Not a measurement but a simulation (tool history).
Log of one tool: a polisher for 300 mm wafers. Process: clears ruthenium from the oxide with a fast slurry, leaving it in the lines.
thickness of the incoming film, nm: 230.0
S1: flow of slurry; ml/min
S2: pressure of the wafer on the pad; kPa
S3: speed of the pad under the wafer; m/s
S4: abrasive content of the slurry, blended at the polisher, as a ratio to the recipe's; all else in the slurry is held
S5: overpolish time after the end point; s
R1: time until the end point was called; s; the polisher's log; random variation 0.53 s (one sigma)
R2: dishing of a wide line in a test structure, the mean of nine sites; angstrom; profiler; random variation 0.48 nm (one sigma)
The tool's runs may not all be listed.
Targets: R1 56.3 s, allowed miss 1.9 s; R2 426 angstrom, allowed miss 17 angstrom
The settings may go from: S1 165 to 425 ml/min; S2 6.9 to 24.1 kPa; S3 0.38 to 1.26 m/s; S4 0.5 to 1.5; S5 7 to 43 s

Run 1, day 0: S1 275 ml/min, S2 15.2 kPa, S3 0.82 m/s, S4 1, S5 22 s. Result: R1 94.717 s, R2 423.38 angstrom.
Run 2, day 0.062: S1 275 ml/min, S2 15.2 kPa, S3 1.02 m/s, S4 1, S5 22 s. Result: R1 79.784 s, R2 497.12 angstrom.
Run 3, day 0.412: S1 280 ml/min, S2 15.9 kPa, S3 1.02 m/s, S4 1, S5 20 s. Result: R1 76.112 s, R2 474.92 angstrom.
Run 4, day 0.55: S1 280 ml/min, S2 19.3 kPa, S3 1.02 m/s, S4 1, S5 20 s. Result: R1 65.119 s, R2 544.22 angstrom.
Run 5, day 0.812: S1 280 ml/min, S2 17.9 kPa, S3 1.02 m/s, S4 1, S5 20 s. Result: R1 68.795 s, R2 518.66 angstrom.
Run 6, day 0.938: S1 280 ml/min, S2 15.9 kPa, S3 1.02 m/s, S4 1, S5 20 s. Result: R1 75.368 s, R2 471.93 angstrom.
Run 7, day 1.029: S1 285 ml/min, S2 16.5 kPa, S3 1.02 m/s, S4 1, S5 19 s. Result: R1 72.658 s, R2 463.78 angstrom.
Run 8, day 1.383: S1 295 ml/min, S2 17.2 kPa, S3 1.02 m/s, S4 1, S5 18 s. Result: R1 70.833 s, R2 460.51 angstrom.

4 next moves are on the table. One of them brings every result within its allowed miss. Which?
Run A, day 1.738: S1 270 ml/min, S2 20 kPa, S3 1.1 m/s, S4 1.1, S5 13 s. Result: R1 ?, R2 ?.
Run B, day 1.738: S1 320 ml/min, S2 17.2 kPa, S3 0.96 m/s, S4 1, S5 18 s. Result: R1 ?, R2 ?.
Run C, day 1.738: S1 290 ml/min, S2 14.5 kPa, S3 0.82 m/s, S4 0.95, S5 23 s. Result: R1 ?, R2 ?.
Run D, day 1.738: S1 330 ml/min, S2 13.1 kPa, S3 0.76 m/s, S4 1.35, S5 28 s. Result: R1 ?, R2 ?.

move      R1      R2
   A  57.015  430.92
   B  74.387  452.82
   C  100.63   431.8
   D  100.01  510.14
A: meets every target
B: further off than the last run
C: further off than the last run
D: further off than the last run
Answer: A
